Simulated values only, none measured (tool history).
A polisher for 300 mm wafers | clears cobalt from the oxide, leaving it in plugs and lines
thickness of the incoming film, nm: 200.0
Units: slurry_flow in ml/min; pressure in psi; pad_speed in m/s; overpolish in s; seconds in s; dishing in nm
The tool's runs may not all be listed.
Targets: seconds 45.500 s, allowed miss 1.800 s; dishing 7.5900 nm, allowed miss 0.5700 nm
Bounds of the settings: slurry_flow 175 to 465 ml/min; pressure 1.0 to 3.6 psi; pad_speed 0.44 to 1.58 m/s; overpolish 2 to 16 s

run,hour,slurry_flow,pressure,pad_speed,overpolish,seconds,dishing
1,0.0,295,2.3,1.00,8,30.912,35.5400
2,7.3,295,2.1,1.00,7,32.994,30.5850
3,16.0,295,1.9,1.00,6,35.876,24.6630
4,23.0,295,1.7,1.00,5,39.243,20.3890
5,25.5,295,2.1,1.00,5,33.040,23.6030
6,28.9,295,1.9,1.00,4,35.941,17.9510
7,31.7,295,1.8,0.98,4,38.165,17.4280
8,39.0,330,1.7,0.94,4,40.672,16.2500
9,40.9,360,1.6,0.92,4,42.295,14.8740
10,44.7,385,1.5,0.92,4,44.673,14.5520
11,50.1,400,1.5,0.88,4,45.172,13.9260
12,54.5,415,1.5,0.86,4,46.246,13.7070
13,59.5,425,1.4,0.90,4,47.238,14.0500
14,65.1,435,1.6,0.80,4,46.887,14.0920
15,69.6,440,1.5,0.84,4,47.078,13.8870
16,76.3,445,1.4,0.88,4,48.686,14.0830
17,85.3,385,1.5,0.78,4,50.042,13.6640
18,91.8,400,1.4,0.84,4,50.206,13.7120
19,95.0,415,1.4,0.84,4,48.933,13.3070
20,96.2,425,1.3,0.88,4,51.459,13.1730
21,102.8,435,1.4,0.78,4,52.231,12.4840
22,108.3,440,1.6,0.70,4,50.419,12.4300
23,113.5,445,1.7,0.64,4,53.033,13.0270
24,121.4,360,1.1,0.92,2,56.860,6.3193
25,124.4,340,1.2,0.94,2,52.419,6.6796

Which of these 4 next moves meets every target?
A,127.4,320,1.5,1.06,2,?,?
B,127.4,330,1.0,1.12,2,?,?
C,127.4,385,1.4,1.12,2,?,?
D,127.4,310,1.3,1.04,2,?,?

move,seconds,dishing
A,40.493,8.4214
B,51.573,6.6932
C,40.337,8.4522
D,45.739,7.5040
A: takes the result that was furthest off past its target
B: nearer than the last run, and not there yet
C: takes the result that was furthest off past its target
D: meets every target
The right move is D.
